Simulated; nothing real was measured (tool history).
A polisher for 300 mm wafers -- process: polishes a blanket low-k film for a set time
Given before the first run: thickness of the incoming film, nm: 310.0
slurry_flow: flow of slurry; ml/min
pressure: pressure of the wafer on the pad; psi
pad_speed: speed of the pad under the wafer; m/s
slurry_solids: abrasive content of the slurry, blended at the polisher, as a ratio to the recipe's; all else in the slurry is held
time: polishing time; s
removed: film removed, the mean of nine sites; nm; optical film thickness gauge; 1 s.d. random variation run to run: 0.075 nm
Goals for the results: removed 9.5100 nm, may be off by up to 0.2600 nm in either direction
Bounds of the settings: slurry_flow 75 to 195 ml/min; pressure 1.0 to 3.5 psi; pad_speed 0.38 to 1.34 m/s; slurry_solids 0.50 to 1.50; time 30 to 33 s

run,day,slurry_flow,pressure,pad_speed,slurry_solids,time,removed
1,0.000,125,2.2,0.86,1.00,33,14.9470
2,0.371,125,1.7,0.86,1.00,33,11.8530
3,0.612,120,1.7,0.86,1.00,33,11.7960
4,0.679,120,1.7,0.78,1.00,33,11.0010
5,0.729,120,1.7,0.78,1.00,30,10.0080
6,0.925,120,1.7,0.58,1.00,30,8.3593
7,0.996,125,1.7,0.58,1.00,30,8.3942
8,1.308,130,1.7,0.58,1.00,30,8.5277
9,1.542,135,1.7,0.58,1.00,30,8.5208
10,1.762,140,1.7,0.58,1.00,30,8.7422
11,1.879,145,1.7,0.58,1.00,30,8.9168
12,1.925,155,1.7,0.58,1.00,30,8.8608
13,2.071,160,1.7,0.58,1.00,30,8.9121

Consider the 4 candidate settings below. Which is the only one whose results all fall within their allowed miss of target?
A,2.217,165,1.7,0.56,0.95,31,?
B,2.217,145,2.0,0.54,0.80,31,?
C,2.217,180,1.7,0.46,1.05,30,?
D,2.217,185,1.5,0.56,1.20,32,?

move,removed
A,8.6956
B,8.2751
C,8.1477
D,9.5591
A: the biggest miss grows against the last run
B: the biggest miss grows against the last run
C: the biggest miss grows against the last run
D: all results land within tolerance of their targets
So the answer is move D, the one that meets all the targets.
